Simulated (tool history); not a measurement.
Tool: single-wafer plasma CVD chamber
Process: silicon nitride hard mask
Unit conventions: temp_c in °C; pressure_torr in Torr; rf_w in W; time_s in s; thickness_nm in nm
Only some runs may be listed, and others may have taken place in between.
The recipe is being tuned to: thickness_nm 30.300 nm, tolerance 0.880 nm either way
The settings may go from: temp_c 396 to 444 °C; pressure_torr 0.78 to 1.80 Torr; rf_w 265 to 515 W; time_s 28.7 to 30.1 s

run,hour,temp_c,pressure_torr,rf_w,time_s,thickness_nm
1,0.0,420,1.29,390,30.1,34.874
2,2.5,420,1.29,390,28.7,33.142
3,3.1,420,1.26,385,28.7,32.971
4,8.2,420,1.26,385,30.1,34.283
5,16.2,420,1.26,385,30.1,34.332
6,17.0,420,1.23,380,30.0,33.723
7,23.3,420,1.20,375,30.0,33.311
8,29.5,420,1.17,370,30.0,32.850
9,38.3,420,1.15,365,30.0,32.092
10,39.2,420,1.13,365,30.0,32.376
11,41.4,420,1.11,360,30.0,31.957
12,50.1,420,1.09,355,30.0,31.464
13,55.9,420,1.08,355,30.0,31.287
14,62.8,420,1.07,355,30.0,31.433

Of the 5 settings listed for the next run, only one would bring every result within its allowed miss of target. Which one?
A,69.7,414,1.10,360,30.1,?
B,69.7,419,1.17,350,28.7,?
C,69.7,417,1.30,395,28.7,?
D,69.7,431,0.92,435,28.7,?
E,69.7,423,1.21,380,30.1,?

move,thickness_nm
A,31.878
B,30.399
C,33.496
D,31.613
E,33.605
A: lands further from the targets than the last run did
B: all results land within tolerance of their targets
C: lands further from the targets than the last run did
D: lands further from the targets than the last run did
E: lands further from the targets than the last run did
Correct choice: B, which meets every target

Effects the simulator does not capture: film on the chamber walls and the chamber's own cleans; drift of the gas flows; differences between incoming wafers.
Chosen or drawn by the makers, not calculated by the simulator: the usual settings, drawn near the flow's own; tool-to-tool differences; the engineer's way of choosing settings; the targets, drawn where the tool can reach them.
